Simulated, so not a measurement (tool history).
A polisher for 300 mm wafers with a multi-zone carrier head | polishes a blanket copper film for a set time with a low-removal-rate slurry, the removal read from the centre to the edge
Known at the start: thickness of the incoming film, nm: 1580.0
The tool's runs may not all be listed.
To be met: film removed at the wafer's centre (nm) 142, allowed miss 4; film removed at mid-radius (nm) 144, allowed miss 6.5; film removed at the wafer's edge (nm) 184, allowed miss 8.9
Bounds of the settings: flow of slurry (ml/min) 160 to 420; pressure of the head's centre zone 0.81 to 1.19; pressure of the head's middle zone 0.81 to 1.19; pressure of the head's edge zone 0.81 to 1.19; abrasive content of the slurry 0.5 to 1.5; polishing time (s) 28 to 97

| run | hour | flow of slurry (ml/min) | pressure of the head's centre zone | pressure of the head's middle zone | pressure of the head's edge zone | abrasive content of the slurry | polishing time (s) | film removed at the wafer's centre (nm) | film removed at mid-radius (nm) | film removed at the wafer's edge (nm) |
|---|---|---|---|---|---|---|---|---|---|---|
| 1 | 0 | 270 | 1 | 1 | 1 | 1 | 62 | 185.1 | 181.59 | 189.12 |
| 2 | 5.4 | 270 | 1 | 1 | 1 | 1 | 55 | 165.33 | 163.99 | 164.61 |
| 3 | 7.4 | 270 | 1 | 0.94 | 1 | 1 | 55 | 164.51 | 152.85 | 166.59 |
| 4 | 11.4 | 325 | 1 | 0.94 | 1 | 1 | 55 | 167.63 | 155.57 | 172.06 |
| 5 | 15.5 | 320 | 0.97 | 0.92 | 1.01 | 1 | 55 | 162.41 | 153.2 | 172.04 |
| 6 | 17.4 | 315 | 0.94 | 0.9 | 1.02 | 1 | 55 | 157.14 | 152.82 | 171.61 |
| 7 | 23.4 | 320 | 0.92 | 0.88 | 1.05 | 1 | 55 | 153.87 | 146.99 | 171.05 |
| 8 | 27.4 | 330 | 0.9 | 0.87 | 1.08 | 1 | 55 | 150.14 | 148.94 | 178.97 |
| 9 | 31.3 | 330 | 0.89 | 0.86 | 1.09 | 1 | 55 | 147.92 | 143.17 | 177.61 |

4 next moves are on the table. One of them brings every result within its allowed miss. Which?
| A | 35.2 | 400 | 0.89 | 0.94 | 0.9 | 0.8 | 57 | ? | ? | ? |
| B | 35.2 | 270 | 0.86 | 0.87 | 1.17 | 0.9 | 56 | ? | ? | ? |
| C | 35.2 | 350 | 0.98 | 0.87 | 1.02 | 0.9 | 53 | ? | ? | ? |
| D | 35.2 | 380 | 0.97 | 0.92 | 1 | 1 | 51 | ? | ? | ? |

| move | film removed at the wafer's centre (nm) | film removed at mid-radius (nm) | film removed at the wafer's edge (nm) |
|---|---|---|---|
| A | 150.03 | 155.57 | 165.03 |
| B | 139.46 | 140.95 | 182.96 |
| C | 154.71 | 136.65 | 164.64 |
| D | 151.03 | 141.03 | 160.33 |
A: further off than the last run
B: meets every target
C: further off than the last run
D: further off than the last run
Move B is the one to make.
